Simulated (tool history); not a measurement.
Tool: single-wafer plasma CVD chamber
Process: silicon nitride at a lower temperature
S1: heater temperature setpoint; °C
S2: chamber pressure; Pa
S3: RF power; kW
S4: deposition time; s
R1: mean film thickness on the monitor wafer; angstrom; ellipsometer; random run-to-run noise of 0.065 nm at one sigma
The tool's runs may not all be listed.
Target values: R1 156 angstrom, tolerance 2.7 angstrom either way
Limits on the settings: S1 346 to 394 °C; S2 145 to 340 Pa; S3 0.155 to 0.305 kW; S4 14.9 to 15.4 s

{"run": 1, "hour": 0.0, "S1": 370, "S2": 243, "S3": 0.23, "S4": 14.9, "R1": 139.8}
{"run": 2, "hour": 6.1, "S1": 370, "S2": 252, "S3": 0.23, "S4": 14.9, "R1": 141.24}
{"run": 3, "hour": 14.7, "S1": 370, "S2": 261, "S3": 0.23, "S4": 14.9, "R1": 142.48}
{"run": 4, "hour": 23.0, "S1": 370, "S2": 269, "S3": 0.23, "S4": 14.9, "R1": 144.19}
{"run": 5, "hour": 27.1, "S1": 364, "S2": 269, "S3": 0.23, "S4": 14.9, "R1": 143.31}
{"run": 6, "hour": 28.4, "S1": 364, "S2": 277, "S3": 0.23, "S4": 14.9, "R1": 143.9}
{"run": 7, "hour": 32.3, "S1": 364, "S2": 277, "S3": 0.23, "S4": 14.9, "R1": 144.25}
{"run": 8, "hour": 40.4, "S1": 364, "S2": 284, "S3": 0.23, "S4": 14.9, "R1": 145.47}
{"run": 9, "hour": 46.1, "S1": 364, "S2": 291, "S3": 0.23, "S4": 14.9, "R1": 145.33}
{"run": 10, "hour": 48.7, "S1": 364, "S2": 295, "S3": 0.23, "S4": 14.9, "R1": 146.41}

Which of these 5 next moves meets every target?
{"run": "A", "hour": 51.3, "S1": 353, "S2": 311, "S3": 0.255, "S4": 15.4, "R1": "?"}
{"run": "B", "hour": 51.3, "S1": 368, "S2": 324, "S3": 0.24, "S4": 15.3, "R1": "?"}
{"run": "C", "hour": 51.3, "S1": 361, "S2": 279, "S3": 0.28, "S4": 15.3, "R1": "?"}
{"run": "D", "hour": 51.3, "S1": 364, "S2": 292, "S3": 0.235, "S4": 14.9, "R1": "?"}
{"run": "E", "hour": 51.3, "S1": 378, "S2": 291, "S3": 0.28, "S4": 15.2, "R1": "?"}

move=A R1=161.51
move=B R1=156.91
move=C R1=162.63
move=D R1=147.87
move=E R1=162.19
A: the result that was furthest off in the last run now lies on the other side of its target
B: in spec on every target
C: the result that was furthest off in the last run now lies on the other side of its target
D: closes in on the targets versus the last run, not all within tolerance yet
E: the result that was furthest off in the last run now lies on the other side of its target
Move B is the one to make.
